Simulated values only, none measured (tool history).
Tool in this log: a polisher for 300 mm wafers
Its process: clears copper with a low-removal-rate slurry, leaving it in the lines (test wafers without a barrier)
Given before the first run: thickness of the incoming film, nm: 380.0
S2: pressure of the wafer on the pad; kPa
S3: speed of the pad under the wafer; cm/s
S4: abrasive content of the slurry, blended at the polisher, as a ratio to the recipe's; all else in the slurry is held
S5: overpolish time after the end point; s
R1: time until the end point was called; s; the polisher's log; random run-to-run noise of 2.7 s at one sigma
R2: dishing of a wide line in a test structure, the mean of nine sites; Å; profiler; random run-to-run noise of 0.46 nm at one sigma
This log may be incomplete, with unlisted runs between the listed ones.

{"run": 1, "hour": 0.0, "flow of slurry (ml/min)": 285, "S2": 17.2, "S3": 94, "S4": 1.0, "S5": 26, "R1": 185.3, "R2": 408.54}
{"run": 2, "hour": 6.9, "flow of slurry (ml/min)": 285, "S2": 16.5, "S3": 94, "S4": 1.0, "S5": 27, "R1": 190.44, "R2": 409.06}
{"run": 3, "hour": 15.2, "flow of slurry (ml/min)": 285, "S2": 16.5, "S3": 94, "S4": 1.1, "S5": 27, "R1": 185.8, "R2": 426.4}
{"run": 4, "hour": 22.5, "flow of slurry (ml/min)": 285, "S2": 15.9, "S3": 94, "S4": 1.1, "S5": 28, "R1": 190.53, "R2": 415.61}
{"run": 5, "hour": 29.0, "flow of slurry (ml/min)": 285, "S2": 15.9, "S3": 110, "S4": 1.1, "S5": 28, "R1": 164.39, "R2": 469.27}
{"run": 6, "hour": 35.5, "flow of slurry (ml/min)": 285, "S2": 14.5, "S3": 110, "S4": 1.1, "S5": 29, "R1": 183.49, "R2": 450.34}
{"run": 7, "hour": 36.6, "flow of slurry (ml/min)": 285, "S2": 13.8, "S3": 110, "S4": 1.1, "S5": 29, "R1": 193.21, "R2": 427.15}
{"run": 8, "hour": 38.7, "flow of slurry (ml/min)": 285, "S2": 13.1, "S3": 110, "S4": 1.1, "S5": 30, "R1": 199.4, "R2": 417.78}
{"run": 9, "hour": 45.2, "flow of slurry (ml/min)": 285, "S2": 12.4, "S3": 110, "S4": 1.1, "S5": 31, "R1": 208.92, "R2": 403.45}

Expected results for the next run?
{"run": 10, "hour": 46.8, "flow of slurry (ml/min)": 285, "S2": 12.4, "S3": 110, "S4": 1.1, "S5": 32, "R1": "?", "R2": "?"}

Run 10 gave R1 214.56 s, R2 425.48 Å.
